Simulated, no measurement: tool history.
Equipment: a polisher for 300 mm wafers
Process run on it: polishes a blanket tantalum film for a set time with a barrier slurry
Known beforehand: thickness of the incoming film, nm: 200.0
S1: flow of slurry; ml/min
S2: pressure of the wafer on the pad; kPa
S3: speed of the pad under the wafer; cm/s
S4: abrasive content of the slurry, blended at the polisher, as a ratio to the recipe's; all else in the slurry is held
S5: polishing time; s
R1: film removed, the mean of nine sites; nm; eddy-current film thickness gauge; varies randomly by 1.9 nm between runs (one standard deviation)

run    day   S1    S2   S3   S4  S5      R1
  1      0  275  13.1  128    1  46  98.998
  2  0.192  315  13.1  128    1  46  100.65
  3  0.433  315  13.8  128    1  46  104.85
  4  0.808  315  13.8  128  0.8  46  95.469
  5  0.921  365  13.8  128  0.8  46  100.16
  6  1.179  365  14.5  128  0.8  46  99.947
  7  1.442  365  14.5  128  0.8  46    98.3
  8  1.767  365  15.2  130  0.8  46  106.92
  9  2.092  365  15.9  130  0.8  46  107.58
 10  2.212  365  16.5  132  0.8  46  109.93

What does the tool deliver on the next run?
 11  2.45  365  17.2  136  0.8  46   ?

Run 11 yielded R1 119.4 nm.

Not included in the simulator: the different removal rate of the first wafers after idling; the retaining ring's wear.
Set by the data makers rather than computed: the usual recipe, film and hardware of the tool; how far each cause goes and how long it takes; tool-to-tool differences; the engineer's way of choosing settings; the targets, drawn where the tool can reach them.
